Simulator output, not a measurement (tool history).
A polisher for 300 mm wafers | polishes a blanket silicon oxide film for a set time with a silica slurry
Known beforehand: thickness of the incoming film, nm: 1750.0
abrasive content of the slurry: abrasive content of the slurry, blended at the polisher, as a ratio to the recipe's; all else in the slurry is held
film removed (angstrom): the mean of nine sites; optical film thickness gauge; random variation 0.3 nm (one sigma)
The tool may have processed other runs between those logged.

run    day  flow of slurry (ml/min)  pressure of the wafer on the pad (psi)  speed of the pad under the wafer (cm/s)  abrasive content of the slurry  polishing time (s)  film removed (angstrom)
  1      0                      280                                     2.8                                      106                               1                  61                   932.29
  2  0.296                      275                                     2.5                                      104                               1                  61                   849.78
  3  0.458                      275                                     2.2                                       98                               1                  61                   742.53
  4  0.683                      275                                     2.2                                       98                               1                  61                   742.31
  5  0.942                      275                                     2.2                                      122                               1                  61                   854.29
  6  1.179                      275                                       2                                      112                               1                  61                   744.18
  7    1.3                      275                                     1.8                                      106                               1                  61                   659.36
  8    1.6                      275                                     1.7                                      102                               1                  61                    602.3
  9  1.817                      275                                     1.7                                      102                               1                  61                   612.33

Expected results for the next run?
     2.175  -- conditioning disc replaced and pad reconditioned
 10  2.175                      275                                     1.6                                      100                               1                  61                        ?

Run 10 came out at film removed (angstrom) 656.9.
